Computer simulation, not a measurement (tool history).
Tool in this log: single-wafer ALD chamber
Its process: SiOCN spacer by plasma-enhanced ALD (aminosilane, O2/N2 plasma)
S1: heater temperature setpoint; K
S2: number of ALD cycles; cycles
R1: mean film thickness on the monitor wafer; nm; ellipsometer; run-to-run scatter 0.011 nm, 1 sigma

{"run": 1, "hour": 0.0, "S1": 698.15, "S2": 42, "R1": 2.3821}
{"run": 2, "hour": 5.8, "S1": 698.15, "S2": 46, "R1": 2.5778}
{"run": 3, "hour": 12.5, "S1": 700.15, "S2": 45, "R1": 2.535}
{"run": 4, "hour": 14.2, "S1": 700.15, "S2": 44, "R1": 2.4451}
{"run": 5, "hour": 18.7, "S1": 707.15, "S2": 44, "R1": 2.419}
{"run": 6, "hour": 21.7, "S1": 713.15, "S2": 44, "R1": 2.3634}

Run 7 comes next. What will it give?
{"run": 7, "hour": 27.4, "S1": 714.15, "S2": 43, "R1": "?"}

{"run 7": {"R1": 2.3083}}

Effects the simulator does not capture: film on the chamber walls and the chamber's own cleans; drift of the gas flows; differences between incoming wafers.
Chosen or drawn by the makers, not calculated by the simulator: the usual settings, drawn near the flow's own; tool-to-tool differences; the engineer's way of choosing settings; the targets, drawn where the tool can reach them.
